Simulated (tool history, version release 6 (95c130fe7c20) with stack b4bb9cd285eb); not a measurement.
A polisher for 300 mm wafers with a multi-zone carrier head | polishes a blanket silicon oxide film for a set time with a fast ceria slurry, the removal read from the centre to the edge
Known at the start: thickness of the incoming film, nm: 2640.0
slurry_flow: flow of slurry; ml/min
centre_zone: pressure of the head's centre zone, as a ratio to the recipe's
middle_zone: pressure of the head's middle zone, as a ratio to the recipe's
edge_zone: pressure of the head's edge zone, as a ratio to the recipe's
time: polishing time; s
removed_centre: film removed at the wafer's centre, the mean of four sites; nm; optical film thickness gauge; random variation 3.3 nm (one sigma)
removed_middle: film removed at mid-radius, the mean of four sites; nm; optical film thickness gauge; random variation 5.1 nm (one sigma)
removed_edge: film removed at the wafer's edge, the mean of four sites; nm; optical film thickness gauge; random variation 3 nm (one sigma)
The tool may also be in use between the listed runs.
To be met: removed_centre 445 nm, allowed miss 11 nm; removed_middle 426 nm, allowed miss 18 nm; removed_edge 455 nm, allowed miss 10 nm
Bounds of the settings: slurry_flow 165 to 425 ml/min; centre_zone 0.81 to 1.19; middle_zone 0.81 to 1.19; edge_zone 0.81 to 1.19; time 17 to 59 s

| run | day | slurry_flow | centre_zone | middle_zone | edge_zone | time | removed_centre | removed_middle | removed_edge |
|---|---|---|---|---|---|---|---|---|---|
| 1 | 0 | 275 | 1 | 1 | 1 | 38 | 503.19 | 521.65 | 536.81 |
| 2 | 0.154 | 265 | 0.99 | 0.97 | 0.96 | 37 | 486.21 | 502.35 | 509.06 |
| 3 | 0.283 | 265 | 0.99 | 0.97 | 0.96 | 46 | 598.89 | 611.79 | 631.78 |
| 4 | 0.454 | 260 | 0.98 | 0.94 | 0.94 | 43 | 553.03 | 563.26 | 586.67 |
| 5 | 0.542 | 260 | 0.94 | 0.94 | 0.94 | 43 | 543.27 | 565.16 | 581.73 |
| 6 | 0.721 | 260 | 0.97 | 0.94 | 0.94 | 43 | 549.16 | 563.93 | 589.56 |
| 7 | 1.067 | 260 | 0.98 | 0.92 | 0.92 | 41 | 528.97 | 527.93 | 548.92 |
| 8 | 1.238 | 255 | 0.97 | 0.9 | 0.9 | 40 | 511.66 | 498.1 | 528.91 |
| 9 | 1.383 | 230 | 0.93 | 0.87 | 0.81 | 35 | 422.53 | 426.07 | 439.46 |
| 10 | 1.45 | 240 | 0.94 | 0.87 | 0.82 | 35 | 429.73 | 415.77 | 444.14 |
| 11 | 1.604 | 245 | 0.94 | 0.87 | 0.82 | 35 | 430.52 | 426.1 | 441.93 |

5 next moves are on the table. One of them brings every result within its allowed miss. Which?
| A | 1.758 | 360 | 0.91 | 0.94 | 0.86 | 34 | ? | ? | ? |
| B | 1.758 | 310 | 0.94 | 0.84 | 0.82 | 35 | ? | ? | ? |
| C | 1.758 | 205 | 1.02 | 0.86 | 0.83 | 36 | ? | ? | ? |
| D | 1.758 | 250 | 0.9 | 0.86 | 0.89 | 35 | ? | ? | ? |
| E | 1.758 | 165 | 0.92 | 0.85 | 0.91 | 38 | ? | ? | ? |

| move | removed_centre | removed_middle | removed_edge |
|---|---|---|---|
| A | 429.42 | 467.13 | 449.47 |
| B | 449.69 | 432.21 | 448.95 |
| C | 474.91 | 430.79 | 446.78 |
| D | 419.41 | 430.49 | 457.36 |
| E | 433.43 | 434.26 | 478.54 |
A: further off than the last run
B: meets every target
C: takes the result that was furthest off past its target
D: further off than the last run
E: further off than the last run
The right move is B.

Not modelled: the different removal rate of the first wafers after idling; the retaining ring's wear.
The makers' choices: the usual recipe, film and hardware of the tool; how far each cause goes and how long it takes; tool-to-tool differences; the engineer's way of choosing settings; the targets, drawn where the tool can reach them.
